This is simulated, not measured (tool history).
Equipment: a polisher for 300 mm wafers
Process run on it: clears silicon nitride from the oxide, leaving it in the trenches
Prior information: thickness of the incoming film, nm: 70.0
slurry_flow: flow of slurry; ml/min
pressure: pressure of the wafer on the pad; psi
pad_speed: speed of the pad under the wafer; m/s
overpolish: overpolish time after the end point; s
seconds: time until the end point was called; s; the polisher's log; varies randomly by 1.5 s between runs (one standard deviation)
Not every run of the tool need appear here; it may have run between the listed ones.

Run 1, hour 0.0: slurry_flow 125 ml/min, pressure 2.9 psi, pad_speed 0.92 m/s, overpolish 20 s. Result: seconds 104.040 s.
Run 2, hour 5.5: slurry_flow 125 ml/min, pressure 2.9 psi, pad_speed 0.76 m/s, overpolish 20 s. Result: seconds 132.480 s.
Run 3, hour 7.8: slurry_flow 125 ml/min, pressure 2.9 psi, pad_speed 0.98 m/s, overpolish 20 s. Result: seconds 99.070 s.
Run 4, hour 15.4: slurry_flow 150 ml/min, pressure 2.9 psi, pad_speed 0.98 m/s, overpolish 20 s. Result: seconds 97.698 s.
Run 5, hour 18.7: slurry_flow 150 ml/min, pressure 2.9 psi, pad_speed 0.98 m/s, overpolish 20 s. Result: seconds 94.712 s.
Run 6, hour 26.8: slurry_flow 150 ml/min, pressure 3.0 psi, pad_speed 0.98 m/s, overpolish 20 s. Result: seconds 96.699 s.

Run 7 comes next. What will it give?
Run 7, hour 29.2: slurry_flow 150 ml/min, pressure 3.1 psi, pad_speed 1.00 m/s, overpolish 20 s. Result: seconds ?.

{"run 7": {"seconds": 89.614}}

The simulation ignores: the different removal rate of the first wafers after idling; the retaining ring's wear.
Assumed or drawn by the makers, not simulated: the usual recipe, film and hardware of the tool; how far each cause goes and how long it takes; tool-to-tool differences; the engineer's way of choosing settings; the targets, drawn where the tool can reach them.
